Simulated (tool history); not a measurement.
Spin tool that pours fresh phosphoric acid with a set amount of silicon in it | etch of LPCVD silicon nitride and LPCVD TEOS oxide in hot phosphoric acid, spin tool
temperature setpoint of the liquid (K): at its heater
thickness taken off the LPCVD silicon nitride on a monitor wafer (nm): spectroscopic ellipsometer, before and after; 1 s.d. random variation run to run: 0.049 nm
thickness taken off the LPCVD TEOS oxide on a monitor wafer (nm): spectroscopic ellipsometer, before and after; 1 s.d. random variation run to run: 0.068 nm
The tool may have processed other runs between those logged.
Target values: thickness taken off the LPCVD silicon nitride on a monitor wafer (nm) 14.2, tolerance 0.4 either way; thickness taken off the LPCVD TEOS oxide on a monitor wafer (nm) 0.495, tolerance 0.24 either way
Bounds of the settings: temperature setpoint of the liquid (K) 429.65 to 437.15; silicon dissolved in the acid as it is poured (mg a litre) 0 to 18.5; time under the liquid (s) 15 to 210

| run | hour | temperature setpoint of the liquid (K) | silicon dissolved in the acid as it is poured (mg a litre) | time under the liquid (s) | thickness taken off the LPCVD silicon nitride on a monitor wafer (nm) | thickness taken off the LPCVD TEOS oxide on a monitor wafer (nm) |
|---|---|---|---|---|---|---|
| 1 | 0 | 432.15 | 8 | 105 | 7.2207 | 0.15285 |
| 2 | 8.5 | 433.15 | 8 | 105 | 7.475 | 0.22882 |
| 3 | 15.6 | 433.15 | 11.5 | 105 | 7.4891 | 0.1526 |
| 4 | 19.8 | 433.15 | 11.5 | 80 | 5.6728 | 0.13424 |
| 5 | 21.2 | 433.15 | 11.5 | 60 | 4.2731 | 0.10343 |
| 6 | 27.5 | 431.15 | 11.5 | 60 | 3.9709 | 0.085307 |
| 7 | 31.6 | 432.65 | 10 | 80 | 5.5611 | 0.13256 |
| 8 | 33.2 | 433.65 | 9 | 95 | 6.8734 | 0.13731 |
| 9 | 38.1 | 433.65 | 7 | 110 | 7.9657 | 0.21255 |
| 10 | 42 | 433.65 | 7 | 110 | 7.9379 | 0.18457 |
| 11 | 46.6 | 434.15 | 5.5 | 120 | 8.8729 | 0.25462 |
|  | 55.4 | heated supply line repaired |
| 12 | 55.4 | 434.65 | 5 | 130 | 10.97 | 0.37215 |
| 13 | 63.7 | 437.15 | 6.5 | 140 | 12.793 | 0.41978 |
| 14 | 70.5 | 437.15 | 6 | 145 | 13.27 | 0.56705 |
| 15 | 77.6 | 437.15 | 6.5 | 150 | 13.716 | 0.48064 |

Which one of the following 4 next-run settings gets every result inside its allowed miss? There is exactly one.
| A | 84.7 | 436.65 | 1.5 | 165 | ? | ? |
| B | 84.7 | 437.15 | 8 | 145 | ? | ? |
| C | 84.7 | 437.15 | 2.5 | 145 | ? | ? |
| D | 84.7 | 437.15 | 6 | 155 | ? | ? |

| move | thickness taken off the LPCVD silicon nitride on a monitor wafer (nm) | thickness taken off the LPCVD TEOS oxide on a monitor wafer (nm) |
|---|---|---|
| A | 14.848 | 0.48437 |
| B | 13.265 | 0.38781 |
| C | 13.265 | 0.43319 |
| D | 14.18 | 0.43219 |
A: takes the result that was furthest off past its target
B: lands further from the targets than the last run did
C: lands further from the targets than the last run did
D: hits every target within its allowed miss
Move D is the one to make.

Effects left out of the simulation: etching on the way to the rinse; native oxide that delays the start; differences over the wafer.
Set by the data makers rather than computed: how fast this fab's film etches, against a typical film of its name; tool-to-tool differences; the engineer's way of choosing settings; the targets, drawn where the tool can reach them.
